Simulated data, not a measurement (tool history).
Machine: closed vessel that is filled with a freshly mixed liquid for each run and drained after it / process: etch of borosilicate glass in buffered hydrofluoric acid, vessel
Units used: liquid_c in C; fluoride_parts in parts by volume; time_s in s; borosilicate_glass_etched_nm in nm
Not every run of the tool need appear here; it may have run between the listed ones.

| run | day | liquid_c | fluoride_parts | time_s | borosilicate_glass_etched_nm |
|---|---|---|---|---|---|
| 1 | 0.000 | 24.0 | 9.5 | 90 | 114.570 |
| 2 | 0.150 | 24.0 | 11.5 | 90 | 96.809 |
| 3 | 0.321 | 25.5 | 10.5 | 90 | 115.360 |
| 4 | 0.654 | 26.5 | 10.0 | 90 | 126.950 |
| 5 | 0.783 | 27.5 | 9.5 | 90 | 140.680 |
| 6 | 1.012 | 26.5 | 9.5 | 90 | 131.200 |
|  | 1.121 | thermometer replaced |
| 7 | 1.121 | 27.5 | 9.0 | 90 | 161.620 |
| 8 | 1.362 | 27.5 | 9.0 | 90 | 160.870 |

Expected results for the next run?
| 9 | 1.600 | 28.0 | 9.0 | 90 | ? |

Run 9 came out at borosilicate_glass_etched_nm 164.640 nm.
